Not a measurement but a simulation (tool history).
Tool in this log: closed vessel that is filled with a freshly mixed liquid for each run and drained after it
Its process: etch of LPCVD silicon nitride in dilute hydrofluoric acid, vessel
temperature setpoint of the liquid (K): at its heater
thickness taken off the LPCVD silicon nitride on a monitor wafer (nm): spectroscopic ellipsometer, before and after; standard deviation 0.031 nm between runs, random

run,hour,temperature setpoint of the liquid (K),parts of water to one part of 49 % hydrofluoric acid (parts by volume),time in the liquid (s),thickness taken off the LPCVD silicon nitride on a monitor wafer (nm)
1,0.0,295.15,250,2915,5.2559
2,6.6,295.15,295,2915,4.5865
3,8.7,295.15,295,2915,4.5334
4,16.3,295.15,295,3120,4.8613
5,18.1,294.65,295,3120,4.7940
6,22.9,296.15,295,3120,5.1627

Expected results for the next run?
7,25.4,295.15,295,3120,?

Run 7 gave thickness taken off the LPCVD silicon nitride on a monitor wafer (nm) 4.8462.
